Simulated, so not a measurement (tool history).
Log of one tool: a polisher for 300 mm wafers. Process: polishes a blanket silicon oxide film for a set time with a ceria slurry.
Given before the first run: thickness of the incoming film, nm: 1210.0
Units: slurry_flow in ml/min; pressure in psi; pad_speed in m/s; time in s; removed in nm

Run 1, day 0.000: slurry_flow 305 ml/min, pressure 2.4 psi, pad_speed 0.92 m/s, time 111 s. Result: removed 362.48 nm.
Run 2, day 0.112: slurry_flow 305 ml/min, pressure 2.4 psi, pad_speed 0.74 m/s, time 111 s. Result: removed 303.16 nm.
Run 3, day 0.329: slurry_flow 305 ml/min, pressure 2.4 psi, pad_speed 0.74 m/s, time 116 s. Result: removed 312.47 nm.
Run 4, day 0.658: slurry_flow 235 ml/min, pressure 2.4 psi, pad_speed 0.74 m/s, time 116 s. Result: removed 313.18 nm.
Run 5, day 1.033: slurry_flow 235 ml/min, pressure 2.7 psi, pad_speed 0.74 m/s, time 116 s. Result: removed 345.09 nm.
Run 6, day 1.371: slurry_flow 235 ml/min, pressure 2.7 psi, pad_speed 0.56 m/s, time 116 s. Result: removed 278.81 nm.
Run 7, day 1.592: slurry_flow 235 ml/min, pressure 2.9 psi, pad_speed 0.62 m/s, time 116 s. Result: removed 317.54 nm.
Run 8, day 1.850: slurry_flow 235 ml/min, pressure 3.1 psi, pad_speed 0.68 m/s, time 116 s. Result: removed 369.56 nm.
Run 9, day 1.967: slurry_flow 235 ml/min, pressure 3.2 psi, pad_speed 0.72 m/s, time 116 s. Result: removed 399.29 nm.
Run 10, day 2.117: slurry_flow 235 ml/min, pressure 3.3 psi, pad_speed 0.76 m/s, time 116 s. Result: removed 430.59 nm.
Run 11, day 2.179: slurry_flow 235 ml/min, pressure 3.4 psi, pad_speed 0.78 m/s, time 116 s. Result: removed 449.24 nm.
Run 12, day 2.479: slurry_flow 235 ml/min, pressure 3.5 psi, pad_speed 0.80 m/s, time 116 s. Result: removed 470.91 nm.
Run 13, day 2.796: slurry_flow 235 ml/min, pressure 3.5 psi, pad_speed 0.80 m/s, time 116 s. Result: removed 477.64 nm.
Run 14, day 2.912: slurry_flow 235 ml/min, pressure 3.5 psi, pad_speed 0.82 m/s, time 116 s. Result: removed 474.36 nm.

Run 15, settings as shown, results not yet in. Your forecast:
Run 15, day 3.192: slurry_flow 235 ml/min, pressure 3.5 psi, pad_speed 0.84 m/s, time 116 s. Result: removed ?.

removed: 495.20 nm

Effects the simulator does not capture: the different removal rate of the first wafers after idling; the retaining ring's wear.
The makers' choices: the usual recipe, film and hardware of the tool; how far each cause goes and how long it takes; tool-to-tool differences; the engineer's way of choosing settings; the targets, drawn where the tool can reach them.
